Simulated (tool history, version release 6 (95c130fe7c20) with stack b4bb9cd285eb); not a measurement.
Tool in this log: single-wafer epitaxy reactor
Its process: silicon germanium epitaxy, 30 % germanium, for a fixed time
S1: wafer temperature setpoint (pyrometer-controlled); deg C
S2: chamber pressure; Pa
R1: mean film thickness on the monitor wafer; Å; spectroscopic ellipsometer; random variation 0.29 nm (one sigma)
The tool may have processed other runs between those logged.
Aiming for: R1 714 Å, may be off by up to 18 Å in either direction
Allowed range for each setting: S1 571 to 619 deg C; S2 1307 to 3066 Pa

run	hour	S1	S2	R1
1	0	595	2186	531.39
2	7.4	595	2333	542.6
3	14.7	599	2346	591.59
4	21.2	602	2360	633.25
5	22.2	602	2226	621.63
6	26.8	604	2226	644.89
7	30.6	605	2226	656.95
8	38.2	606	2226	670.44
9	46.4	607	2226	685.76

5 next moves are on the table. One of them brings every result within its allowed miss. Which?
A	54.6	605	2306	?
B	54.6	612	1960	?
C	54.6	610	2373	?
D	54.6	608	2066	?
E	54.6	607	1933	?

move	R1
A	669.36
B	723.81
C	749.58
D	681.54
E	650.49
A: its largest miss is bigger than the last run's
B: hits every target within its allowed miss
C: pushes the last run's worst result past its target
D: its largest miss is bigger than the last run's
E: its largest miss is bigger than the last run's
B is the move that brings every result within its allowed miss.
